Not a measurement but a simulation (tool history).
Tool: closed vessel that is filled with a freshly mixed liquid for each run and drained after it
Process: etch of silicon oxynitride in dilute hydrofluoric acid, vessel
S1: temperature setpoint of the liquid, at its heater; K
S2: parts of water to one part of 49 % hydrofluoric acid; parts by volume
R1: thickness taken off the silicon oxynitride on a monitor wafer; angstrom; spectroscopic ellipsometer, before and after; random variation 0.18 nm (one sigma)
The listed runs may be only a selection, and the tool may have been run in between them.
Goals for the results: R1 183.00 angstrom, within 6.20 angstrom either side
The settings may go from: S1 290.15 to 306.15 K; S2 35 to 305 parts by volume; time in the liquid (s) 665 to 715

run 1 hour=0.0 | S1=298.15 S2=170 time_in_the_liquid_(s)=665 | R1=135.84
run 2 hour=4.5 | S1=299.15 S2=170 time_in_the_liquid_(s)=665 | R1=146.63
run 3 hour=9.2 | S1=297.15 S2=170 time_in_the_liquid_(s)=665 | R1=132.55
run 4 hour=16.6 | S1=297.15 S2=170 time_in_the_liquid_(s)=715 | R1=139.55
run 5 hour=25.8 | S1=297.15 S2=170 time_in_the_liquid_(s)=665 | R1=129.81
run 6 hour=30.8 | S1=300.15 S2=170 time_in_the_liquid_(s)=665 | R1=150.59
run 7 hour=37.6 | S1=300.65 S2=170 time_in_the_liquid_(s)=665 | R1=151.68
run 8 hour=43.6 | S1=301.15 S2=170 time_in_the_liquid_(s)=665 | R1=157.47
run 9 hour=51.4 | S1=301.65 S2=170 time_in_the_liquid_(s)=665 | R1=160.45
run 10 hour=56.5 | S1=302.15 S2=170 time_in_the_liquid_(s)=665 | R1=164.21
run 11 hour=61.1 | S1=302.65 S2=170 time_in_the_liquid_(s)=665 | R1=167.99
run 12 hour=64.9 | S1=303.15 S2=170 time_in_the_liquid_(s)=665 | R1=170.11
run 13 hour=68.9 | S1=303.65 S2=170 time_in_the_liquid_(s)=665 | R1=173.08

Consider the 4 candidate settings below. Which is the only one whose results all fall within their allowed miss of target?
run A hour=72.9 | S1=303.65 S2=165 time_in_the_liquid_(s)=675 | R1=?
run B hour=72.9 | S1=303.15 S2=175 time_in_the_liquid_(s)=670 | R1=?
run C hour=72.9 | S1=304.15 S2=160 time_in_the_liquid_(s)=675 | R1=?
run D hour=72.9 | S1=304.15 S2=160 time_in_the_liquid_(s)=705 | R1=?

move=A R1=182.32
move=B R1=165.47
move=C R1=192.99
move=D R1=201.57
A: hits every target within its allowed miss
B: further off than the last run
C: moves the result that the last run missed by most past its target, out the other side
D: moves the result that the last run missed by most past its target, out the other side
Answer: A
